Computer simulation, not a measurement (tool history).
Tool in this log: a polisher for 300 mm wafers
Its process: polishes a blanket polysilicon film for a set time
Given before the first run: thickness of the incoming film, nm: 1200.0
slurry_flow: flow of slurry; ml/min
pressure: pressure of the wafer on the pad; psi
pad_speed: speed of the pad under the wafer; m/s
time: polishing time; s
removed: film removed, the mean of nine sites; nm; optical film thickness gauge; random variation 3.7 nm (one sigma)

run,hour,slurry_flow,pressure,pad_speed,time,removed
1,0.0,165,3.1,1.14,25,277.94
2,5.8,165,3.1,1.28,25,316.46
3,11.3,175,3.5,1.28,25,338.59
4,12.4,175,3.9,1.30,25,374.60
5,21.1,175,4.2,1.32,25,407.45
6,29.6,175,3.7,1.32,25,368.43
7,35.1,175,4.1,1.32,25,404.00

Expected results for the next run?
8,43.4,215,4.7,1.32,25,?

removed: 451.52 nm

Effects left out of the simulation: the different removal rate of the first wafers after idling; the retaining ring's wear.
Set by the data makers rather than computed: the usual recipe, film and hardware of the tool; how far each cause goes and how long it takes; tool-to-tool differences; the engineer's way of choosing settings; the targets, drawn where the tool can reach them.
